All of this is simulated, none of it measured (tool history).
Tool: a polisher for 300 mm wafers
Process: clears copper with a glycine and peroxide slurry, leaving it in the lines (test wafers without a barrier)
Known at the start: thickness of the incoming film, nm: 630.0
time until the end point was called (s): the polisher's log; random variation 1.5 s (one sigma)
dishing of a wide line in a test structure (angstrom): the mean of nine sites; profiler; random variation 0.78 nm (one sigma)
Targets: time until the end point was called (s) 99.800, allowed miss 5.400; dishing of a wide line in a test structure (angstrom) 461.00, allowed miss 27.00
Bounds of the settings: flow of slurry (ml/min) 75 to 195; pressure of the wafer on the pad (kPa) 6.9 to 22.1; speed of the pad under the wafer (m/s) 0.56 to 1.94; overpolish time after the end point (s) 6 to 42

run,hour,flow of slurry (ml/min),pressure of the wafer on the pad (kPa),speed of the pad under the wafer (m/s),overpolish time after the end point (s),time until the end point was called (s),dishing of a wide line in a test structure (angstrom)
1,0.0,125,14.5,1.24,21,121.970,546.31
2,1.3,105,14.5,1.24,21,128.260,553.11
3,2.6,110,14.5,1.24,20,123.290,535.98
4,8.8,130,14.5,1.24,20,119.880,557.95
5,9.4,130,14.5,1.24,12,122.130,381.01
6,17.3,115,14.5,1.24,12,124.420,373.80
7,18.0,115,15.2,1.24,12,119.010,383.89
8,19.6,130,17.9,1.26,15,100.340,508.90
9,25.2,130,17.9,1.28,14,98.527,497.04

4 next moves are on the table. One of them brings every result within its allowed miss. Which?
A,30.8,80,20.7,1.24,12,?,?
B,30.8,95,17.9,1.30,17,?,?
C,30.8,115,17.9,1.42,15,?,?
D,30.8,115,19.3,1.30,15,?,?

move,time until the end point was called (s),dishing of a wide line in a test structure (angstrom)
A,99.968,448.56
B,104.800,544.51
C,94.063,537.05
D,94.682,539.80
A: meets every target
B: further off than the last run
C: further off than the last run
D: further off than the last run
The right move is A.
